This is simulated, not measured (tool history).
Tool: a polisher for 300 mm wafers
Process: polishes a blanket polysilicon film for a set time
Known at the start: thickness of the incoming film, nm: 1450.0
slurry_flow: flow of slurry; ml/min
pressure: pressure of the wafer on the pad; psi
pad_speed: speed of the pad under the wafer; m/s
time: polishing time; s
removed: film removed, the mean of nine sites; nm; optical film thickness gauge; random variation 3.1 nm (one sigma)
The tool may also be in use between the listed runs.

Run 1, hour 0: slurry_flow 140 ml/min, pressure 2.7 psi, pad_speed 0.84 m/s, time 62 s. Result: removed 394.6 nm.
Run 2, hour 2.1: slurry_flow 140 ml/min, pressure 2.6 psi, pad_speed 0.84 m/s, time 62 s. Result: removed 374.91 nm.
Run 3, hour 7.6: slurry_flow 140 ml/min, pressure 3.1 psi, pad_speed 0.84 m/s, time 62 s. Result: removed 449.98 nm.
Run 4, hour 14.5: slurry_flow 140 ml/min, pressure 3.1 psi, pad_speed 0.7 m/s, time 62 s. Result: removed 382.65 nm.
Run 5, hour 22.2: slurry_flow 140 ml/min, pressure 3.7 psi, pad_speed 0.7 m/s, time 62 s. Result: removed 445.08 nm.
Run 6, hour 28.1: slurry_flow 140 ml/min, pressure 3.6 psi, pad_speed 0.7 m/s, time 62 s. Result: removed 433.39 nm.
Run 7, hour 32.8: slurry_flow 140 ml/min, pressure 3.5 psi, pad_speed 0.7 m/s, time 62 s. Result: removed 421.51 nm.
Run 8, hour 35.4: slurry_flow 140 ml/min, pressure 3.4 psi, pad_speed 0.7 m/s, time 62 s. Result: removed 405.79 nm.
Run 9, hour 39.1: slurry_flow 140 ml/min, pressure 3.3 psi, pad_speed 0.7 m/s, time 62 s. Result: removed 406.91 nm.
Run 10, hour 44.2: slurry_flow 140 ml/min, pressure 3.2 psi, pad_speed 0.7 m/s, time 62 s. Result: removed 385.16 nm.
At hour 51.7: head pressure recalibrated.
Run 11, hour 51.7: slurry_flow 140 ml/min, pressure 3.1 psi, pad_speed 0.7 m/s, time 62 s. Result: removed 420.69 nm.
Run 12, hour 59.2: slurry_flow 120 ml/min, pressure 2.4 psi, pad_speed 0.62 m/s, time 62 s. Result: removed 279.03 nm.

The next listed run, before its measurement:
Run 13, hour 67.4: slurry_flow 125 ml/min, pressure 2.4 psi, pad_speed 0.62 m/s, time 62 s. Result: removed ?.

Run 13 gave removed 280.72 nm.
